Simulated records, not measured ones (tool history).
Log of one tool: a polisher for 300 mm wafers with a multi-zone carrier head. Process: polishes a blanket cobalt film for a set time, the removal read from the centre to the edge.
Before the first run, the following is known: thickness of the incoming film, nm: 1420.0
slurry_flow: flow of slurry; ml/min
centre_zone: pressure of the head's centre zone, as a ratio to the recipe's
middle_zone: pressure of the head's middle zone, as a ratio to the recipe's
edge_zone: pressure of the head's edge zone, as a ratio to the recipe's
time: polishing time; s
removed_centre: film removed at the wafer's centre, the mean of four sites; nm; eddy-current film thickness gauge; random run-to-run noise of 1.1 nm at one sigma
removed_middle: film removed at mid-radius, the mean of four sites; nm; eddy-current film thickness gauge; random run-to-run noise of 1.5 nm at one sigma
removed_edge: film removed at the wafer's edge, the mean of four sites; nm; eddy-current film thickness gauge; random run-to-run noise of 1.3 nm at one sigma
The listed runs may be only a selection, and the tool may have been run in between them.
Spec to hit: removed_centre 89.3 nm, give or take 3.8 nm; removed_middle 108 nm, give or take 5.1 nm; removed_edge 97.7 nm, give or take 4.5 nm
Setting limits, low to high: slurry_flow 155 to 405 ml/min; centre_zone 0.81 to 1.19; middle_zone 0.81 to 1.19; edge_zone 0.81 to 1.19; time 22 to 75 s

run 1 hour=0 | slurry_flow=260 centre_zone=1 middle_zone=1 edge_zone=1 time=48 | removed_centre=140.42 removed_middle=143.28 removed_edge=147.5
run 2 hour=2.9 | slurry_flow=260 centre_zone=1 middle_zone=0.97 edge_zone=1 time=48 | removed_centre=143.31 removed_middle=143.84 removed_edge=146.16
run 3 hour=4.6 | slurry_flow=260 centre_zone=0.96 middle_zone=0.99 edge_zone=0.94 time=43 | removed_centre=121.95 removed_middle=127.64 removed_edge=125.55
run 4 hour=10.9 | slurry_flow=255 centre_zone=0.92 middle_zone=1 edge_zone=0.91 time=41 | removed_centre=110.82 removed_middle=124.89 removed_edge=116.06
run 5 hour=16.4 | slurry_flow=250 centre_zone=0.89 middle_zone=0.98 edge_zone=0.89 time=39 | removed_centre=103.02 removed_middle=113.72 removed_edge=111.56
run 6 hour=20.4 | slurry_flow=250 centre_zone=0.89 middle_zone=0.98 edge_zone=0.96 time=39 | removed_centre=101.96 removed_middle=116.64 removed_edge=115.78
run 7 hour=27.6 | slurry_flow=250 centre_zone=0.88 middle_zone=0.99 edge_zone=0.92 time=38 | removed_centre=100.06 removed_middle=113.99 removed_edge=107.76
run 8 hour=32.6 | slurry_flow=250 centre_zone=0.88 middle_zone=0.99 edge_zone=0.92 time=38 | removed_centre=98.527 removed_middle=112.87 removed_edge=111.96
run 9 hour=34.4 | slurry_flow=250 centre_zone=0.87 middle_zone=1.05 edge_zone=0.82 time=33 | removed_centre=85.536 removed_middle=101.64 removed_edge=93.273
run 10 hour=37 | slurry_flow=255 centre_zone=0.88 middle_zone=1.06 edge_zone=0.83 time=33 | removed_centre=84.888 removed_middle=105.47 removed_edge=90.942
run 11 hour=39.9 | slurry_flow=255 centre_zone=0.88 middle_zone=1.06 edge_zone=0.83 time=33 | removed_centre=85.032 removed_middle=103.43 removed_edge=91.91
run 12 hour=46.8 | slurry_flow=255 centre_zone=0.88 middle_zone=1.06 edge_zone=0.85 time=33 | removed_centre=83.907 removed_middle=104.64 removed_edge=92.157

Of the 5 settings listed for the next run, only one would bring every result within its allowed miss of target. Which one?
run A hour=53.7 | slurry_flow=260 centre_zone=0.87 middle_zone=1.07 edge_zone=0.95 time=32 | removed_centre=? removed_middle=? removed_edge=?
run B hour=53.7 | slurry_flow=250 centre_zone=0.83 middle_zone=1.11 edge_zone=0.91 time=33 | removed_centre=? removed_middle=? removed_edge=?
run C hour=53.7 | slurry_flow=240 centre_zone=0.84 middle_zone=1.1 edge_zone=0.86 time=31 | removed_centre=? removed_middle=? removed_edge=?
run D hour=53.7 | slurry_flow=260 centre_zone=0.87 middle_zone=1.05 edge_zone=0.87 time=35 | removed_centre=? removed_middle=? removed_edge=?
run E hour=53.7 | slurry_flow=285 centre_zone=0.96 middle_zone=1.05 edge_zone=0.81 time=32 | removed_centre=? removed_middle=? removed_edge=?

move=A removed_centre=83.986 removed_middle=101.8 removed_edge=92.089
move=B removed_centre=82.456 removed_middle=107.71 removed_edge=92.742
move=C removed_centre=77.947 removed_middle=99.993 removed_edge=84.63
move=D removed_centre=91.848 removed_middle=109.68 removed_edge=96.745
move=E removed_centre=93.199 removed_middle=101.18 removed_edge=86.298
A: roughly where the last run was
B: moves away from the targets compared with the last run
C: moves away from the targets compared with the last run
D: each result inside its tolerance
E: takes the biggest miss from the last run beyond its target
The right move is D.
